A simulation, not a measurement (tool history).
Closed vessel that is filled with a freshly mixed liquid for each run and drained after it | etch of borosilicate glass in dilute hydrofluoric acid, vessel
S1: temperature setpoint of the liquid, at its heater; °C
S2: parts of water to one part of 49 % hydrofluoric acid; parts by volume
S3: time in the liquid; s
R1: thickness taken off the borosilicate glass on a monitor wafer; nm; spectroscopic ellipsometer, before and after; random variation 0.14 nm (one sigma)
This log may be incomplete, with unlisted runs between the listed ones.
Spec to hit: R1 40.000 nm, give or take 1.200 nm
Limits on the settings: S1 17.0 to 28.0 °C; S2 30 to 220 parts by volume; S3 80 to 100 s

{"run": 1, "hour": 0.0, "S1": 20.0, "S2": 125, "S3": 100, "R1": 18.372}
{"run": 2, "hour": 0.9, "S1": 20.0, "S2": 125, "S3": 80, "R1": 14.82}
{"run": 3, "hour": 7.5, "S1": 20.0, "S2": 165, "S3": 80, "R1": 10.753}
{"run": 4, "hour": 14.7, "S1": 21.5, "S2": 165, "S3": 80, "R1": 11.403}
{"run": 5, "hour": 18.5, "S1": 21.5, "S2": 150, "S3": 80, "R1": 12.681}
{"run": 6, "hour": 22.5, "S1": 22.5, "S2": 130, "S3": 80, "R1": 15.621}
{"run": 7, "hour": 24.6, "S1": 23.0, "S2": 115, "S3": 80, "R1": 18.32}
{"run": 8, "hour": 28.7, "S1": 23.5, "S2": 105, "S3": 80, "R1": 20.773}
{"run": 9, "hour": 33.9, "S1": 24.0, "S2": 95, "S3": 80, "R1": 23.644}
{"run": 10, "hour": 35.9, "S1": 24.5, "S2": 90, "S3": 80, "R1": 25.824}

Consider the 5 candidate settings below. Which is the only one whose results all fall within their allowed miss of target?
{"run": "A", "hour": 37.9, "S1": 23.5, "S2": 85, "S3": 100, "R1": "?"}
{"run": "B", "hour": 37.9, "S1": 26.5, "S2": 80, "S3": 100, "R1": "?"}
{"run": "C", "hour": 37.9, "S1": 23.5, "S2": 80, "S3": 95, "R1": "?"}
{"run": "D", "hour": 37.9, "S1": 26.0, "S2": 65, "S3": 100, "R1": "?"}
{"run": "E", "hour": 37.9, "S1": 21.5, "S2": 65, "S3": 80, "R1": "?"}

move=A R1=32.897
move=B R1=39.640
move=C R1=33.413
move=D R1=48.811
move=E R1=32.505
A: nearer than the last run, and not there yet
B: each result inside its tolerance
C: nearer than the last run, and not there yet
D: pushes the last run's worst result past its target
E: nearer than the last run, and not there yet
The move that meets every target is B.
